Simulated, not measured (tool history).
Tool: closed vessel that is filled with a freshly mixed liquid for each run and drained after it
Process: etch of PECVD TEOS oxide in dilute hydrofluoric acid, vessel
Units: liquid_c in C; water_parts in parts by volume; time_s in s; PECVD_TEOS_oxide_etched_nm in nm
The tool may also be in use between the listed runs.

Run 1, hour 0: liquid_c 21 C, water_parts 290 parts by volume, time_s 405 s. Result: PECVD_TEOS_oxide_etched_nm 20.225 nm.
Run 2, hour 3.6: liquid_c 21 C, water_parts 290 parts by volume, time_s 285 s. Result: PECVD_TEOS_oxide_etched_nm 14.154 nm.
Run 3, hour 9: liquid_c 21 C, water_parts 290 parts by volume, time_s 285 s. Result: PECVD_TEOS_oxide_etched_nm 14.381 nm.
Run 4, hour 15.8: liquid_c 20 C, water_parts 290 parts by volume, time_s 285 s. Result: PECVD_TEOS_oxide_etched_nm 13.686 nm.
Run 5, hour 24.4: liquid_c 23.5 C, water_parts 290 parts by volume, time_s 285 s. Result: PECVD_TEOS_oxide_etched_nm 15.593 nm.
Run 6, hour 33.1: liquid_c 22 C, water_parts 295 parts by volume, time_s 285 s. Result: PECVD_TEOS_oxide_etched_nm 14.44 nm.
Run 7, hour 36.2: liquid_c 21 C, water_parts 300 parts by volume, time_s 285 s. Result: PECVD_TEOS_oxide_etched_nm 13.776 nm.

The next listed run, before its measurement:
Run 8, hour 41.3: liquid_c 18.5 C, water_parts 305 parts by volume, time_s 285 s. Result: PECVD_TEOS_oxide_etched_nm ?.

PECVD_TEOS_oxide_etched_nm: 12.284 nm
